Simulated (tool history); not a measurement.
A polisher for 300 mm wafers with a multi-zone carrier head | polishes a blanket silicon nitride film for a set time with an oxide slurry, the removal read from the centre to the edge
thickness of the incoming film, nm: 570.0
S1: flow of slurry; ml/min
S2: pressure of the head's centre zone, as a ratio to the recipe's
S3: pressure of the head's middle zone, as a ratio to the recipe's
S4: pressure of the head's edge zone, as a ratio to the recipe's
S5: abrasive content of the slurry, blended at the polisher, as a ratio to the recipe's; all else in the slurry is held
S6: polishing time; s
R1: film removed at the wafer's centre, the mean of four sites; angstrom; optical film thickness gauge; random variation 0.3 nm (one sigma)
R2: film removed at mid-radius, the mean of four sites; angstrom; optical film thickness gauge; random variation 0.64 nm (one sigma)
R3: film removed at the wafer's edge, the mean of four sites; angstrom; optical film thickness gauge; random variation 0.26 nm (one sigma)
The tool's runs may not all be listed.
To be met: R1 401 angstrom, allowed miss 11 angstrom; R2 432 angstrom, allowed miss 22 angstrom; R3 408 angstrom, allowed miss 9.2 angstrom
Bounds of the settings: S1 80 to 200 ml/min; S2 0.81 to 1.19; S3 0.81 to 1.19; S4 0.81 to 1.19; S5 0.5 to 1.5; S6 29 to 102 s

run 1 hour=0 | S1=130 S2=1 S3=1 S4=1 S5=1 S6=65 | R1=498.55 R2=518.37 R3=529.49
run 2 hour=2.6 | S1=130 S2=1 S3=1 S4=1.06 S5=1 S6=65 | R1=505.67 R2=498.97 R3=551.26
run 3 hour=6.3 | S1=145 S2=1 S3=1 S4=1.06 S5=1 S6=65 | R1=520.39 R2=523.17 R3=557.76
run 4 hour=11.6 | S1=125 S2=1 S3=1 S4=1.06 S5=1 S6=65 | R1=501.12 R2=502.58 R3=546.24
run 5 hour=19.4 | S1=120 S2=1 S3=0.99 S4=1 S5=0.9 S6=65 | R1=465.07 R2=454.53 R3=496.45
-- hour=23.1 edge zone pressure recalibrated
run 6 hour=23.1 | S1=115 S2=1 S3=1.01 S4=0.94 S5=0.85 S6=65 | R1=442.61 R2=455.5 R3=447.42
run 7 hour=29.7 | S1=105 S2=0.99 S3=1.02 S4=0.93 S5=0.85 S6=65 | R1=421.36 R2=442.8 R3=438.4
run 8 hour=38.4 | S1=100 S2=0.99 S3=1.03 S4=0.92 S5=0.85 S6=65 | R1=421.54 R2=431.71 R3=430.73

Which of these 4 next moves meets every target?
run A hour=47.1 | S1=95 S2=1.04 S3=1 S4=0.94 S5=0.65 S6=70 | R1=? R2=? R3=?
run B hour=47.1 | S1=95 S2=0.95 S3=1 S4=0.94 S5=0.75 S6=67 | R1=? R2=? R3=?
run C hour=47.1 | S1=105 S2=1.04 S3=0.96 S4=0.86 S5=0.8 S6=72 | R1=? R2=? R3=?
run D hour=47.1 | S1=125 S2=0.97 S3=1.05 S4=0.92 S5=1.1 S6=51 | R1=? R2=? R3=?

move=A R1=377.48 R2=369.61 R3=382.68
move=B R1=372.78 R2=394.78 R3=408.57
move=C R1=470.2 R2=442.81 R3=450.86
move=D R1=399.89 R2=428.26 R3=410.06
A: takes the result that was furthest off past its target
B: brings the result that was furthest off to its target, and leaves another outside
C: further off than the last run
D: meets every target
Answer: D
